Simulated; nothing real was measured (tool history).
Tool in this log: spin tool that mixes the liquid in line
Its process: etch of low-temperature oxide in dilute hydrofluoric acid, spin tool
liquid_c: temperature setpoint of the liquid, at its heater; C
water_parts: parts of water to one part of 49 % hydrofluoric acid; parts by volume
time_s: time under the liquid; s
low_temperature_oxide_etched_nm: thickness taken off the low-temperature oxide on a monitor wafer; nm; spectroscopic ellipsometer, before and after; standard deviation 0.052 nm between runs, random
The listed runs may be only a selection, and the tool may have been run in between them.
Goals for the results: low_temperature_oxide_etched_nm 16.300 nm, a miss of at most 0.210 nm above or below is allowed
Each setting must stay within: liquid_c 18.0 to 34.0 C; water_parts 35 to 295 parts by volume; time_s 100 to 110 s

run	hour	liquid_c	water_parts	time_s	low_temperature_oxide_etched_nm
1	0.0	26.0	165	100	21.946
2	6.3	23.5	165	100	20.030
3	7.6	23.5	165	110	22.087
4	8.4	22.0	165	110	20.807
5	16.8	19.0	165	110	18.474
6	18.1	19.0	165	110	18.487
7	26.2	18.5	170	110	17.429
8	32.1	18.0	175	110	16.543
9	32.9	18.0	180	110	15.999

Which single option among these 5 for the next run brings every result within its allowed miss of target? Just one does.
A	33.7	18.0	170	105	?
B	33.7	18.0	175	105	?
C	33.7	18.5	175	100	?
D	33.7	18.0	170	100	?
E	33.7	19.0	165	100	?

move	low_temperature_oxide_etched_nm
A	16.330
B	15.787
C	15.338
D	15.552
E	16.759
A: in spec on every target
B: lands further from the targets than the last run did
C: lands further from the targets than the last run did
D: lands further from the targets than the last run did
E: moves the result that the last run missed by most past its target, out the other side
The move that meets every target is A.
